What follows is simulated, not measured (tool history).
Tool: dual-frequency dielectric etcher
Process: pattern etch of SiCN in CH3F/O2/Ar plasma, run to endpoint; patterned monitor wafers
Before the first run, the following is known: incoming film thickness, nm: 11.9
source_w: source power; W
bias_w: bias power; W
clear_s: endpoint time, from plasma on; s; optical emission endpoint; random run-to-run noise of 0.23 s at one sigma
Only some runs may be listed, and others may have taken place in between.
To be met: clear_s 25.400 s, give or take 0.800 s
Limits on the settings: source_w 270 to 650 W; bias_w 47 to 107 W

Run 1, hour 0.0: source_w 460 W, bias_w 77 W. Result: clear_s 30.361 s.
Run 2, hour 4.1: source_w 460 W, bias_w 71 W. Result: clear_s 30.299 s.
Run 3, hour 10.7: source_w 460 W, bias_w 84 W. Result: clear_s 29.142 s.
Run 4, hour 17.9: source_w 460 W, bias_w 78 W. Result: clear_s 30.034 s.
Run 5, hour 20.9: source_w 520 W, bias_w 78 W. Result: clear_s 28.903 s.
Run 6, hour 24.8: source_w 540 W, bias_w 81 W. Result: clear_s 27.685 s.
Run 7, hour 32.4: source_w 550 W, bias_w 82 W. Result: clear_s 27.287 s.
Run 8, hour 40.8: source_w 560 W, bias_w 83 W. Result: clear_s 27.151 s.
Run 9, hour 44.4: source_w 570 W, bias_w 84 W. Result: clear_s 26.675 s.

Which of these 4 next moves meets every target?
Run A, hour 48.0: source_w 540 W, bias_w 77 W. Result: clear_s ?.
Run B, hour 48.0: source_w 580 W, bias_w 93 W. Result: clear_s ?.
Run C, hour 48.0: source_w 470 W, bias_w 89 W. Result: clear_s ?.
Run D, hour 48.0: source_w 530 W, bias_w 79 W. Result: clear_s ?.

move  clear_s
   A   28.542
   B   25.975
   C   28.633
   D   28.498
A: lands further from the targets than the last run did
B: meets every target
C: lands further from the targets than the last run did
D: lands further from the targets than the last run did
Go with B: it meets all targets.
